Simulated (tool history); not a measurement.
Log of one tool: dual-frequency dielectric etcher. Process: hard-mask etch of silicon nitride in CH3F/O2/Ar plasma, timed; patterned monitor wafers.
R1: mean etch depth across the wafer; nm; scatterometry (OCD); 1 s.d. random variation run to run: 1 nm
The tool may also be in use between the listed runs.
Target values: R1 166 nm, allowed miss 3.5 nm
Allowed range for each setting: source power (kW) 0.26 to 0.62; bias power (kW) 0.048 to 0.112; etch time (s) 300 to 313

run 1 hour=0 | source_power_(kW)=0.44 bias_power_(kW)=0.08 etch_time_(s)=300 | R1=211.9
run 2 hour=3.6 | source_power_(kW)=0.4 bias_power_(kW)=0.074 etch_time_(s)=300 | R1=199.88
run 3 hour=5.9 | source_power_(kW)=0.4 bias_power_(kW)=0.084 etch_time_(s)=300 | R1=207.41
run 4 hour=14.8 | source_power_(kW)=0.36 bias_power_(kW)=0.078 etch_time_(s)=300 | R1=194.76
run 5 hour=16.1 | source_power_(kW)=0.42 bias_power_(kW)=0.078 etch_time_(s)=300 | R1=210.13
run 6 hour=23.2 | source_power_(kW)=0.42 bias_power_(kW)=0.066 etch_time_(s)=300 | R1=199.23
run 7 hour=30.4 | source_power_(kW)=0.38 bias_power_(kW)=0.064 etch_time_(s)=300 | R1=184.96
run 8 hour=34.9 | source_power_(kW)=0.29 bias_power_(kW)=0.062 etch_time_(s)=300 | R1=160.44
run 9 hour=38.6 | source_power_(kW)=0.32 bias_power_(kW)=0.063 etch_time_(s)=300 | R1=168.35

Of the 5 settings listed for the next run, only one would bring every result within its allowed miss of target. Which one?
run A hour=42.3 | source_power_(kW)=0.35 bias_power_(kW)=0.055 etch_time_(s)=303 | R1=?
run B hour=42.3 | source_power_(kW)=0.34 bias_power_(kW)=0.057 etch_time_(s)=307 | R1=?
run C hour=42.3 | source_power_(kW)=0.26 bias_power_(kW)=0.072 etch_time_(s)=311.5 | R1=?
run D hour=42.3 | source_power_(kW)=0.34 bias_power_(kW)=0.061 etch_time_(s)=300.5 | R1=?
run E hour=42.3 | source_power_(kW)=0.31 bias_power_(kW)=0.066 etch_time_(s)=303 | R1=?

move=A R1=170.99
move=B R1=172.86
move=C R1=166.41
move=D R1=173.05
move=E R1=171.4
A: lands further from the targets than the last run did
B: lands further from the targets than the last run did
C: all results in spec
D: lands further from the targets than the last run did
E: lands further from the targets than the last run did
So the answer is move C, the one that meets all the targets.

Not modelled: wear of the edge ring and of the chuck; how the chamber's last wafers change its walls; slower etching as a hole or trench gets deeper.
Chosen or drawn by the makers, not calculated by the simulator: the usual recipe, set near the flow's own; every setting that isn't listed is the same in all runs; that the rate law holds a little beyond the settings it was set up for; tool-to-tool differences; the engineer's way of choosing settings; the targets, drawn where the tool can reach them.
